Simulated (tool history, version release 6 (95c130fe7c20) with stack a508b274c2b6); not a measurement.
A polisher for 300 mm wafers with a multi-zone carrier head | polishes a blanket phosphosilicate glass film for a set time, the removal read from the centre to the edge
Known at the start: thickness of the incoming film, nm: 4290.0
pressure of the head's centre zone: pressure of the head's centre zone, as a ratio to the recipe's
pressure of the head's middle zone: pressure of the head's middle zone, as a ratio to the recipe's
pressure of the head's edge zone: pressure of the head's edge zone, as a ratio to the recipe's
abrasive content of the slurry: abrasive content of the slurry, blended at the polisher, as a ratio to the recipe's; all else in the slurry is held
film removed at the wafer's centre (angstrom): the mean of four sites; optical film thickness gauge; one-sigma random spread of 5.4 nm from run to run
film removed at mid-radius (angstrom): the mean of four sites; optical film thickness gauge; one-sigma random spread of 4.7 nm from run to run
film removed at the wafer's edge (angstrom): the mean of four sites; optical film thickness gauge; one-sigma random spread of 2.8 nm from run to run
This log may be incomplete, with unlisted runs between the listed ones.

run,hour,flow of slurry (ml/min),pressure of the head's centre zone,pressure of the head's middle zone,pressure of the head's edge zone,abrasive content of the slurry,polishing time (s),film removed at the wafer's centre (angstrom),film removed at mid-radius (angstrom),film removed at the wafer's edge (angstrom)
1,0,150,1,1,1,1,61,3237.6,3190.1,3194.2
2,7.5,155,1.01,1.02,1.01,1.05,61,3391.8,3326.4,3261
3,16.1,155,1.01,0.95,1.01,1.05,61,3374.2,3076.3,3261.5
4,16.8,155,1.01,0.89,1.01,1.05,61,3386.3,2899.1,3258.1
5,19.6,160,1.02,0.92,1.02,1.1,61,3425.1,3065.1,3379.4
6,27.7,160,1.02,0.92,1.02,1,61,3358.9,2963.1,3275.8
7,34.2,165,1.04,0.94,1.02,1.05,61,3493.6,3084,3301.9
8,36.2,205,1.13,1.04,1.12,1.3,68,4551.1,4138.6,4245.9

Forecast run 9:
9,42.1,205,1.13,1.05,1.11,1.3,68,?,?,?

film removed at the wafer's centre (angstrom): 4675.3
film removed at mid-radius (angstrom): 4203.8
film removed at the wafer's edge (angstrom): 4208.3

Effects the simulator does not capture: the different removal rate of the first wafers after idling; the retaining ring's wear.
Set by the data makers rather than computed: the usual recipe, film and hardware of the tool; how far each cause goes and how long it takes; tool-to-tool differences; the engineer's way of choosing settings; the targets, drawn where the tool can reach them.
